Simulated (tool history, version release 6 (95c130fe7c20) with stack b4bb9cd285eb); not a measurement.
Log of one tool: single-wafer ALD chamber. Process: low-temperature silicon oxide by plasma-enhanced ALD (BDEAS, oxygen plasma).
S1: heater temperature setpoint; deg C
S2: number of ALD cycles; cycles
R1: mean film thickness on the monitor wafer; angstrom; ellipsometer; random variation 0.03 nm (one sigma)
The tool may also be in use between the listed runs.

run  hour  S1  S2      R1
  1   0.0  90  54  72.182
  2   1.0  90  51  68.398
  3   5.6  83  51  70.465
  4  12.2  83  47  65.150
  5  20.0  81  49  67.823
  6  27.9  79  51  71.571
  7  34.4  78  52  72.664
  8  38.0  77  53  74.925
  9  39.9  77  53  74.786

The next listed run, before its measurement:
 10  42.7  66  62   ?

R1: 91.263 angstrom
